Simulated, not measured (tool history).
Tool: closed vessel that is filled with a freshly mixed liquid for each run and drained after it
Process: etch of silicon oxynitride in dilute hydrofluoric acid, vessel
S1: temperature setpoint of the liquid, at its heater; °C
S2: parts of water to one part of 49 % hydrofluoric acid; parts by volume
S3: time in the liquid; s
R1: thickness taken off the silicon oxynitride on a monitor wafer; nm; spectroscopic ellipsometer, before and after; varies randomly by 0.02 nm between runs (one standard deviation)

{"run": 1, "hour": 0.0, "S1": 22, "S2": 75, "S3": 85, "R1": 2.1713}
{"run": 2, "hour": 6.1, "S1": 24.5, "S2": 75, "S3": 85, "R1": 2.4574}
{"run": 3, "hour": 11.7, "S1": 22.5, "S2": 75, "S3": 85, "R1": 2.2106}
{"run": 4, "hour": 12.7, "S1": 25, "S2": 75, "S3": 85, "R1": 2.5379}
{"run": 5, "hour": 19.2, "S1": 26.5, "S2": 75, "S3": 85, "R1": 2.7059}
{"run": 6, "hour": 20.3, "S1": 26.5, "S2": 75, "S3": 65, "R1": 2.0779}

Expected results for the next run?
{"run": 7, "hour": 28.3, "S1": 27.5, "S2": 65, "S3": 65, "R1": "?"}

{"run 7": {"R1": 2.5362}}
